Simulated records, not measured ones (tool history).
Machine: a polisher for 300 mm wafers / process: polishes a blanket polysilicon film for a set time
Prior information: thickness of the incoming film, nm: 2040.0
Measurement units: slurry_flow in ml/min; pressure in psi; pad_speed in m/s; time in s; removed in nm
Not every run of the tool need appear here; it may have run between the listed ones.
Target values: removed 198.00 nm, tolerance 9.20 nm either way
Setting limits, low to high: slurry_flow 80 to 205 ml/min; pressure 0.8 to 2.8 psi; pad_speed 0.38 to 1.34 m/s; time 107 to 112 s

run	hour	slurry_flow	pressure	pad_speed	time	removed
1	0.0	135	1.8	0.86	107	397.75
2	6.7	135	1.8	0.86	112	417.06
3	14.7	135	1.8	0.86	107	399.39
4	16.6	135	1.8	0.86	107	390.39
5	24.9	135	2.1	0.86	107	461.34
6	32.9	135	1.9	0.84	107	403.68
7	39.8	135	1.7	0.82	107	356.63
8	41.6	135	1.6	0.80	107	341.13
9	49.6	135	1.5	0.78	107	308.47
10	51.1	135	1.4	0.78	107	293.29
11	58.0	125	0.9	0.72	107	187.89
12	64.7	130	0.9	0.72	107	187.34

Which one of the following 5 next-run settings gets every result inside its allowed miss? There is exactly one.
A	71.4	85	0.8	0.84	107	?
B	71.4	145	1.1	0.70	110	?
C	71.4	145	0.9	0.64	110	?
D	71.4	105	1.2	0.54	111	?
E	71.4	130	1.0	0.66	112	?

move	removed
A	186.13
B	227.20
C	178.69
D	180.38
E	199.22
A: further off than the last run
B: pushes the last run's worst result past its target
C: further off than the last run
D: further off than the last run
E: every result within its allowed miss
E is the move that brings every result within its allowed miss.
